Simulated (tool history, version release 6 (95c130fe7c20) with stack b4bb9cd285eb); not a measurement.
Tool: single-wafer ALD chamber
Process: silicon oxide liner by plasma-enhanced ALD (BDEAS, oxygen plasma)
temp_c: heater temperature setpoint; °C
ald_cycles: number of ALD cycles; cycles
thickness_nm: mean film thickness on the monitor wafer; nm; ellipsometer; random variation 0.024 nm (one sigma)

{"run": 1, "hour": 0.0, "temp_c": 315, "ald_cycles": 51, "thickness_nm": 4.9163}
{"run": 2, "hour": 7.7, "temp_c": 310, "ald_cycles": 51, "thickness_nm": 4.8799}
{"run": 3, "hour": 10.1, "temp_c": 317, "ald_cycles": 51, "thickness_nm": 4.863}
{"run": 4, "hour": 16.6, "temp_c": 323, "ald_cycles": 51, "thickness_nm": 4.8197}
{"run": 5, "hour": 25.4, "temp_c": 330, "ald_cycles": 51, "thickness_nm": 4.7954}
{"run": 6, "hour": 34.2, "temp_c": 326, "ald_cycles": 51, "thickness_nm": 4.7715}
{"run": 7, "hour": 35.3, "temp_c": 326, "ald_cycles": 50, "thickness_nm": 4.7368}
{"run": 8, "hour": 39.2, "temp_c": 326, "ald_cycles": 49, "thickness_nm": 4.6313}
{"run": 9, "hour": 45.0, "temp_c": 326, "ald_cycles": 48, "thickness_nm": 4.4987}

The next listed run, before its measurement:
{"run": 10, "hour": 53.1, "temp_c": 326, "ald_cycles": 47, "thickness_nm": "?"}

Run 10 gave thickness_nm 4.4544 nm.

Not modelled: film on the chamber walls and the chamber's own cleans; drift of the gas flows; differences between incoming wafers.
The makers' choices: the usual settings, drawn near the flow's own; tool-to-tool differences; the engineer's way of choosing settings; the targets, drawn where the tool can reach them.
